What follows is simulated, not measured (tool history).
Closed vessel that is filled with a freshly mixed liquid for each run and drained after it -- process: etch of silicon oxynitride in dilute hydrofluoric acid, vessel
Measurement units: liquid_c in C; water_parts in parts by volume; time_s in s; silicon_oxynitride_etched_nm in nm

| run | hour | liquid_c | water_parts | time_s | silicon_oxynitride_etched_nm |
|---|---|---|---|---|---|
| 1 | 0 | 25 | 125 | 170 | 4.7147 |
| 2 | 2.7 | 27.5 | 125 | 170 | 5.2761 |
| 3 | 8 | 29 | 110 | 170 | 6.5016 |
| 4 | 9.2 | 29 | 110 | 135 | 5.1772 |
| 5 | 10.6 | 30 | 90 | 135 | 6.755 |
| 6 | 17.2 | 30 | 70 | 135 | 8.9393 |
| 7 | 21.6 | 33 | 60 | 135 | 11.851 |

Forecast run 8:
| 8 | 29.3 | 32.5 | 60 | 135 | ? |

{"run 8": {"silicon_oxynitride_etched_nm": 11.604}}

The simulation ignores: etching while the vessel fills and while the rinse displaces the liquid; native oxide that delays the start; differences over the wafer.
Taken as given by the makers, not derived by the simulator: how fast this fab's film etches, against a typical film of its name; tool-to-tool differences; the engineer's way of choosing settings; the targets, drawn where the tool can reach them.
